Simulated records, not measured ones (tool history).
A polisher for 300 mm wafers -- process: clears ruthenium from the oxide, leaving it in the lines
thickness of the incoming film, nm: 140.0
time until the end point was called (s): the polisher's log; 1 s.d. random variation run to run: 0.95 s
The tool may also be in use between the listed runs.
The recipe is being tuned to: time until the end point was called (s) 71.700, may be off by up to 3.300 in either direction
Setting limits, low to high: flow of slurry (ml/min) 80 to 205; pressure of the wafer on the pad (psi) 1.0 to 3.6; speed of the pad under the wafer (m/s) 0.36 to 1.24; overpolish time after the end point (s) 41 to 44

| run | hour | flow of slurry (ml/min) | pressure of the wafer on the pad (psi) | speed of the pad under the wafer (m/s) | overpolish time after the end point (s) | time until the end point was called (s) |
|---|---|---|---|---|---|---|
| 1 | 0.0 | 135 | 2.3 | 0.80 | 41 | 129.100 |
| 2 | 2.8 | 140 | 2.7 | 0.82 | 41 | 105.480 |
| 3 | 11.1 | 140 | 3.0 | 0.82 | 41 | 97.335 |
| 4 | 12.0 | 140 | 3.0 | 0.82 | 41 | 97.164 |
| 5 | 15.5 | 140 | 2.5 | 0.82 | 41 | 113.490 |
|  | 19.3 | slurry nozzle cleaned |
| 6 | 19.3 | 140 | 2.5 | 0.74 | 41 | 123.570 |
| 7 | 27.4 | 150 | 2.9 | 0.78 | 41 | 101.000 |
| 8 | 29.1 | 160 | 3.1 | 0.78 | 41 | 92.526 |
| 9 | 37.4 | 165 | 3.3 | 0.78 | 41 | 90.046 |

Of the 4 settings listed for the next run, only one would bring every result within its allowed miss of target. Which one?
| A | 45.7 | 190 | 3.6 | 0.90 | 44 | ? |
| B | 45.7 | 180 | 3.6 | 0.46 | 44 | ? |
| C | 45.7 | 160 | 3.6 | 0.80 | 41 | ? |
| D | 45.7 | 185 | 3.6 | 0.78 | 41 | ? |

| move | time until the end point was called (s) |
|---|---|
| A | 69.908 |
| B | 134.230 |
| C | 80.071 |
| D | 80.589 |
A: all results land within tolerance of their targets
B: moves away from the targets compared with the last run
C: nearer the targets than the last run, but a result is still out of spec
D: nearer the targets than the last run, but a result is still out of spec
The right move is A.

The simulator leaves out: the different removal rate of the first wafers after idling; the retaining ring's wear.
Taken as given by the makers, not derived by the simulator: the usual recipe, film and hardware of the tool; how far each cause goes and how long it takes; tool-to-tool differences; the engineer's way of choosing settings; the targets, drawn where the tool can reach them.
